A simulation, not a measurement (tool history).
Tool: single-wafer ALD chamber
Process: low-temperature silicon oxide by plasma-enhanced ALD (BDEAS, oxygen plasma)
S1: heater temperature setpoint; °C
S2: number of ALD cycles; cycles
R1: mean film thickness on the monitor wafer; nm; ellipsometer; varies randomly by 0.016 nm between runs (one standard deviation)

run,day,S1,S2,R1
1,0,90,65,9.1634
2,0.35,84,65,9.4245
3,0.55,91,61,8.5933
4,0.571,91,66,9.3103
5,0.825,96,62,8.6614
6,1.183,96,69,9.5856
7,1.271,99,63,8.7048
8,1.521,101,59,8.1287

What does the tool deliver on the next run?
9,1.783,103,56,?

For run 9 the tool returned R1 7.6314 nm.
